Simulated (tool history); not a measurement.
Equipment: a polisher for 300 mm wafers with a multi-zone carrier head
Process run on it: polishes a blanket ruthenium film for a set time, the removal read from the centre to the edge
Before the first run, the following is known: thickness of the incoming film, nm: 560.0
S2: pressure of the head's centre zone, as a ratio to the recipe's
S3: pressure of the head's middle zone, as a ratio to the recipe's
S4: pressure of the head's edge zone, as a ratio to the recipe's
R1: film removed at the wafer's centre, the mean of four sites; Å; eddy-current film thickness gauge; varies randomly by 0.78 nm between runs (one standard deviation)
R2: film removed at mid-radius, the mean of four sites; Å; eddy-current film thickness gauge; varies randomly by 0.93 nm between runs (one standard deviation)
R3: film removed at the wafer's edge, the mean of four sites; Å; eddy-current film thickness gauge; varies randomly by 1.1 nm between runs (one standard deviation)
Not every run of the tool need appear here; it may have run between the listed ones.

{"run": 1, "hour": 0.0, "flow of slurry (ml/min)": 180, "S2": 1.0, "S3": 1.0, "S4": 1.0, "polishing time (s)": 89, "R1": 553.11, "R2": 539.83, "R3": 528.15}
{"run": 2, "hour": 0.6, "flow of slurry (ml/min)": 210, "S2": 1.0, "S3": 1.0, "S4": 1.0, "polishing time (s)": 89, "R1": 569.51, "R2": 565.81, "R3": 543.97}
{"run": 3, "hour": 2.5, "flow of slurry (ml/min)": 215, "S2": 1.02, "S3": 1.0, "S4": 1.03, "polishing time (s)": 94, "R1": 605.63, "R2": 591.84, "R3": 594.08}
{"run": 4, "hour": 7.5, "flow of slurry (ml/min)": 175, "S2": 1.02, "S3": 1.0, "S4": 1.03, "polishing time (s)": 94, "R1": 580.45, "R2": 580.59, "R3": 569.48}
{"run": 5, "hour": 14.4, "flow of slurry (ml/min)": 190, "S2": 1.05, "S3": 1.0, "S4": 1.04, "polishing time (s)": 98, "R1": 652.06, "R2": 599.84, "R3": 609.75}
{"run": 6, "hour": 15.4, "flow of slurry (ml/min)": 190, "S2": 1.05, "S3": 1.0, "S4": 1.04, "polishing time (s)": 85, "R1": 567.49, "R2": 542.57, "R3": 535.42}

Run 7 is up next; what results do you expect?
{"run": 7, "hour": 23.6, "flow of slurry (ml/min)": 200, "S2": 1.08, "S3": 1.02, "S4": 1.07, "polishing time (s)": 89, "R1": "?", "R2": "?", "R3": "?"}

{"run 7": {"R1": 594.54, "R2": 557.19, "R3": 568.26}}

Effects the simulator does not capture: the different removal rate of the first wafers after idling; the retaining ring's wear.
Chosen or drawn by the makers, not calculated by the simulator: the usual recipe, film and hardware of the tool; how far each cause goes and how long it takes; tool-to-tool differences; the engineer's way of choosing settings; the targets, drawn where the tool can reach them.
